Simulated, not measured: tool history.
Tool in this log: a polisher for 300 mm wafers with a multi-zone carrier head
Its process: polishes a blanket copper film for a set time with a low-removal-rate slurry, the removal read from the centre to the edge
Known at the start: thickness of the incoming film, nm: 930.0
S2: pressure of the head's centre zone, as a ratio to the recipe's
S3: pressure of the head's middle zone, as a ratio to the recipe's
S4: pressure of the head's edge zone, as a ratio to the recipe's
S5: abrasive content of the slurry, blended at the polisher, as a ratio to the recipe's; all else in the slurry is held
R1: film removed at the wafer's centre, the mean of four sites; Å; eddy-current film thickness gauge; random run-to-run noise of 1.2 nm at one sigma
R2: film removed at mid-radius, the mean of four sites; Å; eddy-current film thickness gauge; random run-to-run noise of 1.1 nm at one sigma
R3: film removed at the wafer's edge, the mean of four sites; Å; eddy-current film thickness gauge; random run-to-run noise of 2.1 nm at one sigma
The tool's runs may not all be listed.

Run 1, hour 0: flow of slurry (ml/min) 135, S2 1, S3 1, S4 1, S5 1, polishing time (s) 74. Result: R1 1438.9 Å, R2 1392.2 Å, R3 1465.1 Å.
Run 2, hour 5.9: flow of slurry (ml/min) 150, S2 1.03, S3 1.01, S4 1.02, S5 1, polishing time (s) 74. Result: R1 1508.6 Å, R2 1446.7 Å, R3 1472 Å.
Run 3, hour 6.6: flow of slurry (ml/min) 150, S2 1.03, S3 1.07, S4 1.02, S5 1, polishing time (s) 74. Result: R1 1503.5 Å, R2 1487.8 Å, R3 1453.1 Å.
Run 4, hour 12.9: flow of slurry (ml/min) 160, S2 1.06, S3 1.05, S4 1.05, S5 1.05, polishing time (s) 74. Result: R1 1605 Å, R2 1520.4 Å, R3 1525.8 Å.
Run 5, hour 20.7: flow of slurry (ml/min) 170, S2 1.08, S3 1.04, S4 1.06, S5 1.05, polishing time (s) 74. Result: R1 1615.5 Å, R2 1516.4 Å, R3 1571.1 Å.
Run 6, hour 28: flow of slurry (ml/min) 170, S2 1.11, S3 1.04, S4 1.06, S5 1.05, polishing time (s) 74. Result: R1 1676.2 Å, R2 1519.4 Å, R3 1549.8 Å.
Run 7, hour 36.8: flow of slurry (ml/min) 175, S2 1.12, S3 1.04, S4 1.07, S5 1.05, polishing time (s) 74. Result: R1 1693 Å, R2 1499.6 Å, R3 1560.5 Å.
Run 8, hour 43.8: flow of slurry (ml/min) 180, S2 1.13, S3 1.05, S4 1.08, S5 1.05, polishing time (s) 74. Result: R1 1725.8 Å, R2 1530.7 Å, R3 1553 Å.

Predict the results of run 9:
Run 9, hour 48.2: flow of slurry (ml/min) 185, S2 1.14, S3 1.05, S4 1.09, S5 1.05, polishing time (s) 74. Result: R1 ?, R2 ?, R3 ?.

{"run 9": {"R1": 1746.4, "R2": 1550.8, "R3": 1615.5}}
